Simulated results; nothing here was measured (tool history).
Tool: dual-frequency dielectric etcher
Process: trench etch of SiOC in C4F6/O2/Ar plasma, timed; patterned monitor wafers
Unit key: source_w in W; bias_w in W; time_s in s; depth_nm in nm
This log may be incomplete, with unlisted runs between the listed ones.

run	hour	source_w	bias_w	time_s	depth_nm
1	0.0	280	152	27.5	44.822
2	1.0	280	136	27.5	42.653
3	5.2	270	136	27.5	42.089
4	11.3	270	136	27.5	42.258
5	14.2	260	136	27.5	41.245
6	15.2	260	136	27.5	41.515

Forecast run 7:
# hour 16.0: bias power generator calibrated
7	16.0	260	136	27.5	?

{"run 7": {"depth_nm": 42.036}}

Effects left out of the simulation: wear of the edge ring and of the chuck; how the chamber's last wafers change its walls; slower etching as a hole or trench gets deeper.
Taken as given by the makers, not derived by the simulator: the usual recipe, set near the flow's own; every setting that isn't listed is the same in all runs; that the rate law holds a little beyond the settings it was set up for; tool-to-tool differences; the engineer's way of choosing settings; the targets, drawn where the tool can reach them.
